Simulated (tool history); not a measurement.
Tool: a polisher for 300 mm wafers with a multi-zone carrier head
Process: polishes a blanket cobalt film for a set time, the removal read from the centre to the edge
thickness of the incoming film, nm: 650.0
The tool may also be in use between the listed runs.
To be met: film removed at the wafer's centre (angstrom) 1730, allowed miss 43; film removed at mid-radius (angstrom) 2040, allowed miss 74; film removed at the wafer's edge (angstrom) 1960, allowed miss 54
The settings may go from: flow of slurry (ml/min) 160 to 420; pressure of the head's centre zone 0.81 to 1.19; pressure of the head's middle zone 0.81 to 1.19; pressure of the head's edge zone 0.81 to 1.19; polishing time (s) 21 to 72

run,day,flow of slurry (ml/min),pressure of the head's centre zone,pressure of the head's middle zone,pressure of the head's edge zone,polishing time (s),film removed at the wafer's centre (angstrom),film removed at mid-radius (angstrom),film removed at the wafer's edge (angstrom)
1,0,270,1,1,1,46,1548,1511.7,1547.9
2,0.212,305,1,1,1,46,1549.8,1531.7,1585.3
3,0.496,305,1,1,1.03,46,1558.1,1536.3,1582.9
4,0.604,320,0.98,1.02,1.05,48,1617.1,1636.6,1656.1
5,0.775,320,0.98,0.98,1.05,48,1612.8,1587.6,1662.3
6,0.883,320,0.98,0.98,0.98,48,1606.9,1611.5,1624.6
7,0.983,325,0.96,1,1.01,49,1638.3,1661.3,1668.5
8,1.296,330,0.93,1.02,1.05,50,1614.9,1704.7,1744.9
9,1.579,330,0.93,1.02,1.05,50,1597.3,1713.5,1725.3
10,1.704,330,0.93,1.04,1.07,51,1639.8,1788.5,1816.6
11,1.888,335,0.94,1.06,1.08,51,1659.7,1788.4,1803.4
12,1.979,350,0.9,1.16,1.13,55,1720.1,2156.7,1999.6

Which of these 5 next moves meets every target?
A,2.071,375,0.88,0.95,1.02,56,?,?,?
B,2.071,420,0.91,1.12,1.11,54,?,?,?
C,2.071,300,0.89,1.19,1.13,57,?,?,?
D,2.071,335,0.83,1.03,1.19,57,?,?,?
E,2.071,350,0.89,1.17,1.19,53,?,?,?

move,film removed at the wafer's centre (angstrom),film removed at mid-radius (angstrom),film removed at the wafer's edge (angstrom)
A,1728.5,1863.5,1952.6
B,1742.7,2083.5,1972.6
C,1742.4,2250.8,2052.5
D,1641.7,2010.9,2130.5
E,1646.6,2092.9,1983.3
A: takes the result that was furthest off past its target
B: meets every target
C: further off than the last run
D: brings the result that was furthest off to its target, and leaves another outside
E: brings the result that was furthest off to its target, and leaves another outside
Move B is the one to make.
